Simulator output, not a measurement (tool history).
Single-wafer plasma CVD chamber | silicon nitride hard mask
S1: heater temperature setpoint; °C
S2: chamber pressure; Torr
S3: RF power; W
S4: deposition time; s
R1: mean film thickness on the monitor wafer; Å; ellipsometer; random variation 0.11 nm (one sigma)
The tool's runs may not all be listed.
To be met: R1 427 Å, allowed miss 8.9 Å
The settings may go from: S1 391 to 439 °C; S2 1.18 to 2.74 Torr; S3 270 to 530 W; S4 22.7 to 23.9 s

| run | hour | S1 | S2 | S3 | S4 | R1 |
|---|---|---|---|---|---|---|
| 1 | 0 | 415 | 1.96 | 400 | 23.9 | 367.69 |
| 2 | 2.7 | 415 | 2.04 | 405 | 23.9 | 377.27 |
| 3 | 5.8 | 415 | 1.9 | 405 | 23.9 | 369.74 |
| 4 | 8.5 | 424 | 1.9 | 405 | 23.9 | 368.35 |
| 5 | 9.7 | 424 | 1.9 | 430 | 23.9 | 388.27 |
| 6 | 12.2 | 424 | 1.96 | 430 | 23.9 | 389.88 |
|  | 18.7 | thermocouple changed; heater temperature recalibrated |
| 7 | 18.7 | 424 | 2.02 | 430 | 23.9 | 391.14 |
| 8 | 21.4 | 424 | 2.07 | 435 | 23.9 | 398.81 |
| 9 | 28.2 | 424 | 2.11 | 435 | 23.9 | 400.5 |
| 10 | 35.5 | 424 | 2.15 | 435 | 23.9 | 400.74 |
| 11 | 39.8 | 424 | 2.19 | 435 | 23.9 | 402.26 |
| 12 | 45.9 | 424 | 2.23 | 435 | 23.9 | 404.06 |
| 13 | 46.9 | 424 | 2.26 | 435 | 23.9 | 405.04 |
| 14 | 51.9 | 424 | 2.26 | 435 | 23.9 | 406.3 |
| 15 | 53 | 424 | 2.26 | 435 | 23.9 | 405.86 |
| 16 | 56.8 | 424 | 2.29 | 435 | 23.9 | 406.72 |
| 17 | 58.6 | 424 | 2.32 | 435 | 23.9 | 408.67 |
| 18 | 64.4 | 424 | 2.35 | 435 | 23.9 | 406.66 |
| 19 | 68.8 | 424 | 2.37 | 440 | 23.9 | 411.16 |
| 20 | 69.9 | 424 | 2.37 | 440 | 23.9 | 413.56 |
| 21 | 74.6 | 424 | 2.39 | 440 | 23.9 | 413.12 |
| 22 | 81.3 | 424 | 2.41 | 440 | 23.9 | 414.62 |
| 23 | 89.5 | 424 | 2.43 | 440 | 23.9 | 413.73 |

Which of these 4 next moves meets every target?
| A | 97.7 | 424 | 2.5 | 425 | 22.7 | ? |
| B | 97.7 | 428 | 2.74 | 440 | 23.9 | ? |
| C | 97.7 | 422 | 2.61 | 425 | 23.9 | ? |
| D | 97.7 | 424 | 2.48 | 425 | 23.9 | ? |

| move | R1 |
|---|---|
| A | 383.26 |
| B | 421.64 |
| C | 407.09 |
| D | 402.83 |
A: further off than the last run
B: meets every target
C: further off than the last run
D: further off than the last run
Answer: B
